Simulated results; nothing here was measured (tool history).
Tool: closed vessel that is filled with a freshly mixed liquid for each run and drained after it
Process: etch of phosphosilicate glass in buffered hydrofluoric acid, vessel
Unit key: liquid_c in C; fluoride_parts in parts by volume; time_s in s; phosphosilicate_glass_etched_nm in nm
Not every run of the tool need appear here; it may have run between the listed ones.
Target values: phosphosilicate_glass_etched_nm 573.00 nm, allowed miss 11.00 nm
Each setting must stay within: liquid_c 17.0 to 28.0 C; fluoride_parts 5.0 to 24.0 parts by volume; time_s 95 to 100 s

run	hour	liquid_c	fluoride_parts	time_s	phosphosilicate_glass_etched_nm
1	0.0	20.0	14.5	95	215.34
2	3.3	21.5	13.0	95	263.13
3	10.9	24.0	13.0	95	300.35
4	13.9	24.0	11.0	95	354.39
5	15.5	24.0	11.0	100	369.39
6	22.2	24.0	11.0	100	370.70
7	30.0	25.0	10.5	100	410.48
8	30.6	25.5	10.0	100	442.73
9	34.2	26.0	9.5	100	468.01
10	39.2	28.0	8.0	100	614.38
11	44.2	27.5	8.0	100	595.30

Exercise: of the 4 proposed moves below, exactly one satisfies all targets within the stated allowed misses. Which move is it?
A	49.2	28.0	8.0	100	?
B	49.2	28.0	8.5	100	?
C	49.2	27.5	7.5	95	?
D	49.2	24.0	6.5	100	?

move	phosphosilicate_glass_etched_nm
A	614.45
B	575.41
C	609.48
D	610.46
A: moves away from the targets compared with the last run
B: all results in spec
C: moves away from the targets compared with the last run
D: moves away from the targets compared with the last run
Go with B: it meets all targets.

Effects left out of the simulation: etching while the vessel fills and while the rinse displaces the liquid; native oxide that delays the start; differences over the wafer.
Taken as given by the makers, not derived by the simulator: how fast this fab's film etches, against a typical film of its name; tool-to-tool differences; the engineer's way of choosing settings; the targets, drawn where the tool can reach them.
